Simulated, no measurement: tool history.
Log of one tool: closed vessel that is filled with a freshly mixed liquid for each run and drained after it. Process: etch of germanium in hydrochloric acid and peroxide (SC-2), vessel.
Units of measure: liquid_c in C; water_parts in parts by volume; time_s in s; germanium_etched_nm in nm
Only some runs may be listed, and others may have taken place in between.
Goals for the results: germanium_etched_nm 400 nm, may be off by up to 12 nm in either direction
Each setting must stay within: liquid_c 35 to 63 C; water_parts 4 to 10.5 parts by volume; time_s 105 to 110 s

run    day  liquid_c  water_parts  time_s  germanium_etched_nm
  1      0        47          5.5     105               263.71
  2  0.046        43          5.5     105               228.55
  3  0.346        48          5.5     105               275.94
  4  0.546      41.5          5.5     105               220.19
  5  0.708      41.5          7.5     105                215.9
  6  1.083        46          7.5     105               251.22
  7    1.4        54          7.5     105                322.7
  8  1.554        62          7.5     105               415.83

Of the 4 settings listed for the next run, only one would bring every result within its allowed miss of target. Which one?
  A  1.708        63            8     110                    ?
  B  1.708      59.5          8.5     105                    ?
  C  1.708        59          5.5     110                    ?
  D  1.708      58.5          9.5     105                    ?

move  germanium_etched_nm
   A                444.1
   B               380.49
   C               403.43
   D               365.54
A: its largest miss is bigger than the last run's
B: carries the result that was furthest off beyond its target, to the other side
C: meets every target
D: carries the result that was furthest off beyond its target, to the other side
Correct choice: C, which meets every target
